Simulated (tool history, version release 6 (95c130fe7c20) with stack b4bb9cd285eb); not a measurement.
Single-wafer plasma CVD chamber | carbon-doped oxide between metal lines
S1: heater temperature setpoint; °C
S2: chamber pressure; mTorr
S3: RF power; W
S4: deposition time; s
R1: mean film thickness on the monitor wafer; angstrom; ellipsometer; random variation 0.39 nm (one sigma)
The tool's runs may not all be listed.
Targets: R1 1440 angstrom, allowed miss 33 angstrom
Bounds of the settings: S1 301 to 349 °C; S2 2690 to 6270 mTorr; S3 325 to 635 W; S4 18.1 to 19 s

run,hour,S1,S2,S3,S4,R1
1,0,325,4480,480,19,1167.1
2,1.4,325,4480,450,19,1108.7
3,3.5,325,4480,385,19,962.68
4,11.7,325,5160,385,19,978.85
5,18,323,5220,405,19,1037.8
6,25.4,323,5220,405,18.1,986.07
7,29.4,322,5270,425,18.2,1038.2
8,37.9,321,5320,445,18.2,1086.6
9,46.6,320,5370,460,18.2,1126.5
10,51.5,319,5420,475,18.2,1164.1
11,56.7,318,5460,485,18.2,1188
12,57.5,317,5500,495,18.2,1205.4
13,63.3,316,5530,505,18.2,1231.5
14,65.7,316,5560,515,18.2,1248
15,66.7,315,5580,525,18.2,1278.8
16,74.1,314,5610,530,18.2,1286.7
17,79,314,5630,540,18.2,1314.5

Which of these 4 next moves meets every target?
A,83.9,319,5660,480,18.1,?
B,83.9,310,6050,490,18.1,?
C,83.9,311,5810,595,18.5,?
D,83.9,311,5620,500,18.1,?

move,R1
A,1168.8
B,1234.5
C,1439.8
D,1239.9
A: further off than the last run
B: further off than the last run
C: meets every target
D: further off than the last run
Answer: C
